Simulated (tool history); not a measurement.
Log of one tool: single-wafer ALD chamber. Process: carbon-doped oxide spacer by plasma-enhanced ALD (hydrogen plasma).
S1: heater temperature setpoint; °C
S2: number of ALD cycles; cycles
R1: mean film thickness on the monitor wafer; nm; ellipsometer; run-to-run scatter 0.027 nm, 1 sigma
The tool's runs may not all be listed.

run	hour	S1	S2	R1
1	0.0	385	340	16.656
2	8.1	385	325	15.908
3	17.2	385	313	15.307
4	24.7	385	303	14.823
5	26.8	376	303	14.811
6	33.7	370	303	14.861
7	38.0	370	294	14.402
8	45.4	370	242	11.832
9	47.7	370	245	12.025
10	52.4	370	247	12.098
11	54.7	370	249	12.197
12	60.0	370	250	12.262

Run 13 is up next; what results do you expect?
13	69.0	370	251	?

Logged for run 13: R1 12.254 nm.
